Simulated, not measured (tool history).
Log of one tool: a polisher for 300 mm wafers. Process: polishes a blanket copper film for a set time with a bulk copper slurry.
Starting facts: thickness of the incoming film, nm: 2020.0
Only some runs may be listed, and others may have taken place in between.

| run | hour | flow of slurry (ml/min) | pressure of the wafer on the pad (psi) | speed of the pad under the wafer (m/s) | abrasive content of the slurry | polishing time (s) | film removed (Å) |
|---|---|---|---|---|---|---|---|
| 1 | 0.0 | 155 | 2.0 | 1.04 | 1.0 | 83 | 4917.4 |
| 2 | 5.4 | 155 | 2.0 | 1.04 | 0.9 | 83 | 4813.8 |
| 3 | 12.6 | 155 | 2.0 | 1.16 | 0.9 | 83 | 5205.3 |
| 4 | 19.8 | 150 | 1.9 | 1.16 | 0.9 | 83 | 5012.0 |
| 5 | 27.0 | 145 | 1.8 | 1.16 | 0.9 | 83 | 4773.0 |
| 6 | 28.4 | 145 | 1.8 | 1.16 | 1.1 | 83 | 4993.8 |
| 7 | 29.1 | 140 | 1.7 | 1.16 | 1.1 | 83 | 4796.3 |
| 8 | 37.7 | 140 | 1.6 | 1.16 | 1.1 | 83 | 4534.6 |

Run 9 is up next; what results do you expect?
| 9 | 40.8 | 140 | 1.5 | 1.16 | 1.1 | 83 | ? |

{"run 9": {"film removed (Å)": 4409.7}}

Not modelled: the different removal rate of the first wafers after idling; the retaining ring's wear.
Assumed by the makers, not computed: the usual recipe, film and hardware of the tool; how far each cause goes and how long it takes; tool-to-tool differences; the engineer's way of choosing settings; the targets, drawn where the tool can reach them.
